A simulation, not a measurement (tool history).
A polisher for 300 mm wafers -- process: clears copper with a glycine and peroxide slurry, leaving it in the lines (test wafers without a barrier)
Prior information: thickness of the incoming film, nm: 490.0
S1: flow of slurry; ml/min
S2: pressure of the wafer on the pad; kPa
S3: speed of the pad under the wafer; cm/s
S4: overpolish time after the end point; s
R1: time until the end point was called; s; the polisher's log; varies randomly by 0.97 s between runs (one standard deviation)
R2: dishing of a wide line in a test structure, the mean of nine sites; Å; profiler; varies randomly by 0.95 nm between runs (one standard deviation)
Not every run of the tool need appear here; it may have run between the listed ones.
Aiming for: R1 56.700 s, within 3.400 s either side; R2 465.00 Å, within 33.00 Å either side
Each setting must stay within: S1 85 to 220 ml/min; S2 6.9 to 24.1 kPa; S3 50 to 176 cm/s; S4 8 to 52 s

run 1 hour=0.0 | S1=140 S2=15.2 S3=112 S4=26 | R1=95.448 R2=742.78
run 2 hour=1.9 | S1=140 S2=15.2 S3=100 S4=26 | R1=105.620 R2=705.83
run 3 hour=8.1 | S1=115 S2=15.2 S3=100 S4=26 | R1=110.450 R2=691.94
run 4 hour=10.6 | S1=115 S2=15.2 S3=100 S4=22 | R1=104.690 R2=605.48
run 5 hour=12.5 | S1=90 S2=15.2 S3=100 S4=22 | R1=114.070 R2=596.65
run 6 hour=19.2 | S1=90 S2=13.8 S3=100 S4=22 | R1=121.280 R2=577.80
run 7 hour=25.0 | S1=85 S2=17.2 S3=132 S4=9 | R1=79.628 R2=385.59
run 8 hour=26.2 | S1=90 S2=17.9 S3=132 S4=9 | R1=76.146 R2=406.99
run 9 hour=34.3 | S1=95 S2=18.6 S3=132 S4=9 | R1=72.475 R2=432.00
run 10 hour=36.5 | S1=95 S2=18.6 S3=134 S4=9 | R1=74.335 R2=414.77
-- hour=39.9 worn pad replaced by a new one
run 11 hour=39.9 | S1=95 S2=19.3 S3=136 S4=9 | R1=65.852 R2=456.59
run 12 hour=47.6 | S1=95 S2=19.3 S3=138 S4=9 | R1=65.420 R2=452.18

Next run, 4 choices. One meets every target within its allowed miss, the rest don't. Which?
run A hour=55.3 | S1=90 S2=20.7 S3=136 S4=11 | R1=? R2=?
run B hour=55.3 | S1=105 S2=17.2 S3=134 S4=10 | R1=? R2=?
run C hour=55.3 | S1=100 S2=20.7 S3=122 S4=12 | R1=? R2=?
run D hour=55.3 | S1=105 S2=20.0 S3=154 S4=8 | R1=? R2=?

move=A R1=60.959 R2=538.28
move=B R1=70.757 R2=444.32
move=C R1=65.903 R2=543.69
move=D R1=55.293 R2=453.04
A: better than the last run, though not everything is in spec
B: misses by more than the last run did
C: misses by more than the last run did
D: all results in spec
Correct choice: D, which meets every target
